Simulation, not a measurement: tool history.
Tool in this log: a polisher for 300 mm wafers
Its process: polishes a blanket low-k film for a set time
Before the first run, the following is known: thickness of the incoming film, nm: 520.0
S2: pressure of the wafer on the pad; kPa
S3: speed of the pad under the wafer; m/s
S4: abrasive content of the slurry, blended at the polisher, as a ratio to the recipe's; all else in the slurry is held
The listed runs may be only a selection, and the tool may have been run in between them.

Run 1, day 0.000: flow of slurry (ml/min) 265, S2 12.4 kPa, S3 1.24 m/s, S4 1.0, polishing time (s) 85. Result: film removed (Å) 378.93.
Run 2, day 0.133: flow of slurry (ml/min) 290, S2 12.4 kPa, S3 1.24 m/s, S4 1.0, polishing time (s) 85. Result: film removed (Å) 380.39.
Run 3, day 0.208: flow of slurry (ml/min) 290, S2 12.4 kPa, S3 1.24 m/s, S4 1.0, polishing time (s) 85. Result: film removed (Å) 384.24.
Run 4, day 0.304: flow of slurry (ml/min) 290, S2 12.4 kPa, S3 1.24 m/s, S4 1.2, polishing time (s) 85. Result: film removed (Å) 410.39.
Run 5, day 0.621: flow of slurry (ml/min) 290, S2 10.3 kPa, S3 1.20 m/s, S4 1.2, polishing time (s) 85. Result: film removed (Å) 352.96.
Run 6, day 0.812: flow of slurry (ml/min) 290, S2 9.0 kPa, S3 1.12 m/s, S4 1.2, polishing time (s) 85. Result: film removed (Å) 303.13.
Run 7, day 1.154: flow of slurry (ml/min) 290, S2 7.6 kPa, S3 1.08 m/s, S4 1.2, polishing time (s) 85. Result: film removed (Å) 261.45.

Forecast run 8:
Run 8, day 1.396: flow of slurry (ml/min) 290, S2 6.9 kPa, S3 1.08 m/s, S4 1.2, polishing time (s) 85. Result: film removed (Å) ?.

film removed (Å): 251.91
